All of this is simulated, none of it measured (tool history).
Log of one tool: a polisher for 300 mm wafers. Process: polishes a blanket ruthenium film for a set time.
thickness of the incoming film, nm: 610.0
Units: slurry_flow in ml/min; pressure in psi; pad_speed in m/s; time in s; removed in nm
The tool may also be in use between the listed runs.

{"run": 1, "hour": 0.0, "slurry_flow": 175, "pressure": 2.0, "pad_speed": 1.16, "time": 47, "removed": 52.421}
{"run": 2, "hour": 8.8, "slurry_flow": 175, "pressure": 1.5, "pad_speed": 1.16, "time": 47, "removed": 42.808}
{"run": 3, "hour": 15.3, "slurry_flow": 170, "pressure": 1.4, "pad_speed": 1.08, "time": 47, "removed": 37.883}
{"run": 4, "hour": 21.3, "slurry_flow": 170, "pressure": 1.4, "pad_speed": 1.08, "time": 47, "removed": 38.397}
{"hour": 30.0, "done": "head pressure recalibrated"}
{"run": 5, "hour": 30.0, "slurry_flow": 170, "pressure": 1.7, "pad_speed": 1.08, "time": 47, "removed": 42.514}
{"run": 6, "hour": 34.7, "slurry_flow": 165, "pressure": 1.6, "pad_speed": 1.02, "time": 47, "removed": 37.952}

Run 7 comes next. What will it give?
{"run": 7, "hour": 41.9, "slurry_flow": 160, "pressure": 1.5, "pad_speed": 0.98, "time": 47, "removed": "?"}

{"run 7": {"removed": 34.695}}
